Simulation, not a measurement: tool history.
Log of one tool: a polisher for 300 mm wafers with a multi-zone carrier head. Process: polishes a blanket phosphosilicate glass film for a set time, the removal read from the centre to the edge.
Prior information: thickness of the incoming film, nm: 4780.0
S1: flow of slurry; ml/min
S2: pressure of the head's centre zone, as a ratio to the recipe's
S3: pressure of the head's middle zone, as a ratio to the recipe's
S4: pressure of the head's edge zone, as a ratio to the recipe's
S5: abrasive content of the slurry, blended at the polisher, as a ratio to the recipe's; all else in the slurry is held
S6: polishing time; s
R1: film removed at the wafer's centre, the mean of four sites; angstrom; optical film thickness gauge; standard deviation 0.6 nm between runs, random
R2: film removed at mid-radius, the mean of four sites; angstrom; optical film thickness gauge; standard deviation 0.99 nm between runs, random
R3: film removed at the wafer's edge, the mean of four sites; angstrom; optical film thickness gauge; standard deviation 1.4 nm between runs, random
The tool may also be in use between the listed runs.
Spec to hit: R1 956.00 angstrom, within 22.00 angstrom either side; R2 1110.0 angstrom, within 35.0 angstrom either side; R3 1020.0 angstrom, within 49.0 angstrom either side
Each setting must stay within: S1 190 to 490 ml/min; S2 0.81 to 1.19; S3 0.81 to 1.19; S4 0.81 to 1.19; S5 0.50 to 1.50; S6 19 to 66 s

run    day   S1    S2    S3    S4    S5  S6       R1      R2      R3
  1  0.000  315  1.00  1.00  1.00  1.00  42  2165.80  2174.7  2141.9
  2  0.258  310  0.95  0.99  0.95  0.85  36  1634.80  1723.2  1623.0
  3  0.454  310  0.95  0.99  0.95  0.65  36  1394.30  1460.7  1400.0
  4  0.658  300  0.91  0.98  0.92  0.60  34  1193.20  1309.1  1215.5
  5  0.892  365  0.91  0.98  0.92  0.60  34  1217.90  1324.9  1239.9
  6  0.958  365  0.91  0.98  0.92  0.50  34  1060.60  1171.5  1113.9
  7  1.092  365  0.89  0.97  0.90  0.50  34  1059.30  1159.6  1099.0
  8  1.154  365  0.87  0.97  0.89  0.50  34  1029.20  1165.7  1107.9
  9  1.417  365  0.86  0.97  0.87  0.50  34  1017.30  1166.2  1061.3
 10  1.642  365  0.85  0.96  0.86  0.50  34  1000.20  1151.9  1101.8

Exactly one of the 5 candidate moves below puts every result within its allowed miss. Which one?
  A  1.867  245  0.97  0.99  0.90  0.70  25   ?   ?   ?
  B  1.867  255  0.85  0.91  0.87  0.65  31   ?   ?   ?
  C  1.867  385  0.89  0.97  0.87  0.50  33   ?   ?   ?
  D  1.867  410  0.82  1.04  0.84  0.55  31   ?   ?   ?
  E  1.867  430  0.85  0.98  0.87  0.50  32   ?   ?   ?

move       R1      R2      R3
   A  1018.80  1061.5  1005.0
   B  1059.70  1193.6  1176.6
   C  1019.60  1140.6  1071.5
   D   945.52  1204.2  1060.1
   E   949.99  1120.5  1043.6
A: moves away from the targets compared with the last run
B: moves away from the targets compared with the last run
C: moves away from the targets compared with the last run
D: the worst result of the last run now meets its target, but another is out of spec
E: all results land within tolerance of their targets
Correct choice: E, which meets every target
